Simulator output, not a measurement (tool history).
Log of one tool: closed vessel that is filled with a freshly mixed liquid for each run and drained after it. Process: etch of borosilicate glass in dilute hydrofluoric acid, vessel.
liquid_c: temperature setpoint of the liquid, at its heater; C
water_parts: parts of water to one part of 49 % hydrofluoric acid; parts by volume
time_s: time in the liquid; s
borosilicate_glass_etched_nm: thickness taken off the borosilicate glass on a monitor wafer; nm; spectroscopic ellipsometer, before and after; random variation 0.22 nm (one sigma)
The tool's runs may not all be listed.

run,hour,liquid_c,water_parts,time_s,borosilicate_glass_etched_nm
1,0.0,22.0,140,180,30.991
2,7.5,22.0,170,180,24.717
3,11.9,23.0,165,180,26.498
4,16.7,23.0,140,180,31.770
5,20.6,21.5,140,180,30.223
6,26.8,22.5,135,180,32.673
7,31.9,22.5,135,180,32.930
8,32.5,23.0,135,180,33.616

Forecast run 9:
# hour 41.0: thermometer replaced
9,41.0,23.5,135,180,?

Run 9 gave borosilicate_glass_etched_nm 31.112 nm.

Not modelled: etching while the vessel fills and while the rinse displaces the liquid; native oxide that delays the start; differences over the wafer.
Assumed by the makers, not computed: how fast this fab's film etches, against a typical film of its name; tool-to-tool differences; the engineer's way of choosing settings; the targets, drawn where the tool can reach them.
